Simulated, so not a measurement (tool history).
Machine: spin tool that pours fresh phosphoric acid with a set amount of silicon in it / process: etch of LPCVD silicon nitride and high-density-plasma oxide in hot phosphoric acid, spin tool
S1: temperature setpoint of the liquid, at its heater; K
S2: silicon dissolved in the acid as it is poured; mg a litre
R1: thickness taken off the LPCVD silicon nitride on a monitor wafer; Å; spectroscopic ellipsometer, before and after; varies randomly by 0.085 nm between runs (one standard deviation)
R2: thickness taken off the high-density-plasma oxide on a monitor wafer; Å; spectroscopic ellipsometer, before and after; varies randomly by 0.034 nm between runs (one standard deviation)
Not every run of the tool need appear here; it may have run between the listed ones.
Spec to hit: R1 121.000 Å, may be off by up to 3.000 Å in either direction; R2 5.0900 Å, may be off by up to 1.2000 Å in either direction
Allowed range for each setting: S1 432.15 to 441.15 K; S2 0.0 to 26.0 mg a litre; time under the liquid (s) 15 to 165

{"run": 1, "hour": 0.0, "S1": 437.15, "S2": 11.5, "time under the liquid (s)": 85, "R1": 74.838, "R2": 3.6386}
{"run": 2, "hour": 8.7, "S1": 437.15, "S2": 11.5, "time under the liquid (s)": 115, "R1": 100.42, "R2": 5.0875}
{"run": 3, "hour": 13.1, "S1": 437.15, "S2": 11.5, "time under the liquid (s)": 130, "R1": 113.95, "R2": 5.3673}
{"run": 4, "hour": 13.7, "S1": 437.15, "S2": 12.5, "time under the liquid (s)": 130, "R1": 113.54, "R2": 5.0396}
{"run": 5, "hour": 22.5, "S1": 437.15, "S2": 13.0, "time under the liquid (s)": 130, "R1": 113.98, "R2": 4.6927}
{"run": 6, "hour": 28.6, "S1": 437.15, "S2": 13.0, "time under the liquid (s)": 150, "R1": 131.83, "R2": 5.3505}
{"hour": 34.9, "done": "heated supply line repaired"}
{"run": 7, "hour": 34.9, "S1": 437.15, "S2": 12.5, "time under the liquid (s)": 150, "R1": 145.4, "R2": 7.3397}
{"run": 8, "hour": 42.8, "S1": 436.65, "S2": 12.5, "time under the liquid (s)": 150, "R1": 144.7, "R2": 7.2738}
{"run": 9, "hour": 48.9, "S1": 437.15, "S2": 12.0, "time under the liquid (s)": 150, "R1": 147.03, "R2": 7.2382}
{"run": 10, "hour": 51.8, "S1": 436.65, "S2": 12.5, "time under the liquid (s)": 150, "R1": 144.32, "R2": 7.0799}
{"run": 11, "hour": 60.2, "S1": 436.65, "S2": 13.0, "time under the liquid (s)": 150, "R1": 143.31, "R2": 7.0155}
{"run": 12, "hour": 62.4, "S1": 436.65, "S2": 13.5, "time under the liquid (s)": 150, "R1": 143.43, "R2": 7.2075}
{"run": 13, "hour": 63.9, "S1": 436.65, "S2": 14.0, "time under the liquid (s)": 150, "R1": 143.9, "R2": 6.2775}
{"run": 14, "hour": 67.8, "S1": 436.65, "S2": 14.0, "time under the liquid (s)": 150, "R1": 144.79, "R2": 7.5419}
{"run": 15, "hour": 72.4, "S1": 437.65, "S2": 13.0, "time under the liquid (s)": 140, "R1": 140.08, "R2": 6.2363}
{"run": 16, "hour": 74.8, "S1": 437.65, "S2": 13.5, "time under the liquid (s)": 140, "R1": 139.6, "R2": 6.8836}
{"run": 17, "hour": 83.5, "S1": 437.15, "S2": 13.5, "time under the liquid (s)": 140, "R1": 138.18, "R2": 6.8429}
{"run": 18, "hour": 88.1, "S1": 436.15, "S2": 13.0, "time under the liquid (s)": 140, "R1": 132.13, "R2": 6.3979}
{"run": 19, "hour": 92.1, "S1": 436.65, "S2": 13.0, "time under the liquid (s)": 140, "R1": 133.68, "R2": 6.7158}
{"run": 20, "hour": 101.2, "S1": 437.15, "S2": 12.5, "time under the liquid (s)": 140, "R1": 135.37, "R2": 7.5639}
{"run": 21, "hour": 109.3, "S1": 436.65, "S2": 12.5, "time under the liquid (s)": 140, "R1": 133.5, "R2": 6.9969}
{"run": 22, "hour": 112.4, "S1": 436.65, "S2": 13.0, "time under the liquid (s)": 140, "R1": 136.88, "R2": 6.3264}
{"run": 23, "hour": 118.3, "S1": 437.15, "S2": 13.5, "time under the liquid (s)": 140, "R1": 135.67, "R2": 6.9267}
{"run": 24, "hour": 123.1, "S1": 436.65, "S2": 13.0, "time under the liquid (s)": 140, "R1": 135.46, "R2": 6.1896}

Consider the 5 candidate settings below. Which is the only one whose results all fall within their allowed miss of target?
{"run": "A", "hour": 127.9, "S1": 437.15, "S2": 17.5, "time under the liquid (s)": 115, "R1": "?", "R2": "?"}
{"run": "B", "hour": 127.9, "S1": 436.15, "S2": 15.5, "time under the liquid (s)": 120, "R1": "?", "R2": "?"}
{"run": "C", "hour": 127.9, "S1": 435.65, "S2": 18.0, "time under the liquid (s)": 130, "R1": "?", "R2": "?"}
{"run": "D", "hour": 127.9, "S1": 433.65, "S2": 26.0, "time under the liquid (s)": 130, "R1": "?", "R2": "?"}
{"run": "E", "hour": 127.9, "S1": 436.15, "S2": 16.0, "time under the liquid (s)": 120, "R1": "?", "R2": "?"}

move=A R1=113.200 R2=5.4233
move=B R1=114.280 R2=5.5417
move=C R1=121.770 R2=5.4216
move=D R1=113.910 R2=3.6678
move=E R1=114.280 R2=5.4716
A: moves the result that the last run missed by most past its target, out the other side
B: moves the result that the last run missed by most past its target, out the other side
C: hits every target within its allowed miss
D: moves the result that the last run missed by most past its target, out the other side
E: moves the result that the last run missed by most past its target, out the other side
The move that meets every target is C.
